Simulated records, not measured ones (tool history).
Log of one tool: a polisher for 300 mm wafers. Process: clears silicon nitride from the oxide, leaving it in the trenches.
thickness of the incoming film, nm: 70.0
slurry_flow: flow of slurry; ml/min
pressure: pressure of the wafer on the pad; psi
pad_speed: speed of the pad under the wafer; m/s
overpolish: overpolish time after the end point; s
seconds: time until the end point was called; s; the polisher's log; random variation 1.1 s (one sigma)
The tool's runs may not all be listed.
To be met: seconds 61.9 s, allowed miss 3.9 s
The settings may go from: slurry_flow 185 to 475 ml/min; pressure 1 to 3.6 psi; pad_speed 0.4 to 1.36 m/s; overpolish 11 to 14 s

run  hour  slurry_flow  pressure  pad_speed  overpolish  seconds
  1     0          305       2.3       0.88          14   98.953
  2   8.7          305       2.7       0.88          14   87.301
  3  12.7          305       2.8        0.9          14   85.481
  4  21.4          305       2.8        0.7          14    106.2
  5  28.8          305       2.5        0.7          14   118.19
  6  34.6          305       2.7       0.74          14   107.52
  7    39          305       2.8       0.78          14   94.212
  8  43.3          305       2.9        0.8          14   91.683
  9  43.9          305         3       0.82          14   87.126
 10  45.9          305       3.1       0.84          14   83.357
 11  51.3          305       3.2       0.86          14   76.981
 12  53.9          305       3.3       0.88          14   72.744
 13  55.3          305       3.3        0.9          14   72.546
 14  57.3          305       3.3       0.92          14   73.535
 15    59          305       3.3       0.94          14    70.37

5 next moves are on the table. One of them brings every result within its allowed miss. Which?
  A  60.7          275       3.1        0.9          14        ?
  B  60.7          235         3        0.9          14        ?
  C  60.7          305         3       1.16          14        ?
  D  60.7          230       3.1       0.86          11        ?
  E  60.7          290       3.1       0.88          14        ?

move  seconds
   A   77.495
   B   81.253
   C   61.601
   D   82.781
   E   78.757
A: further off than the last run
B: further off than the last run
C: meets every target
D: further off than the last run
E: further off than the last run
The right move is C.
